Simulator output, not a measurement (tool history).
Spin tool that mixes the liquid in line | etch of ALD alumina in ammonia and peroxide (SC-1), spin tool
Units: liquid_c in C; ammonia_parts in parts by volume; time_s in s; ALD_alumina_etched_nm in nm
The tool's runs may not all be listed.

run 1 hour=0 | liquid_c=51 ammonia_parts=0.45 time_s=290 | ALD_alumina_etched_nm=21.88
run 2 hour=3 | liquid_c=52.5 ammonia_parts=0.45 time_s=290 | ALD_alumina_etched_nm=23.542
run 3 hour=8 | liquid_c=53.5 ammonia_parts=0.45 time_s=290 | ALD_alumina_etched_nm=25.017
run 4 hour=10.9 | liquid_c=46.5 ammonia_parts=0.45 time_s=290 | ALD_alumina_etched_nm=16.871
run 5 hour=14 | liquid_c=46.5 ammonia_parts=0.4 time_s=290 | ALD_alumina_etched_nm=16.828
-- hour=19.9 thermometer replaced
run 6 hour=19.9 | liquid_c=46.5 ammonia_parts=0.45 time_s=290 | ALD_alumina_etched_nm=15.734

Run 7 comes next. What will it give?
run 7 hour=26.3 | liquid_c=49 ammonia_parts=0.45 time_s=290 | ALD_alumina_etched_nm=?

Run 7 gave ALD_alumina_etched_nm 18.23 nm.

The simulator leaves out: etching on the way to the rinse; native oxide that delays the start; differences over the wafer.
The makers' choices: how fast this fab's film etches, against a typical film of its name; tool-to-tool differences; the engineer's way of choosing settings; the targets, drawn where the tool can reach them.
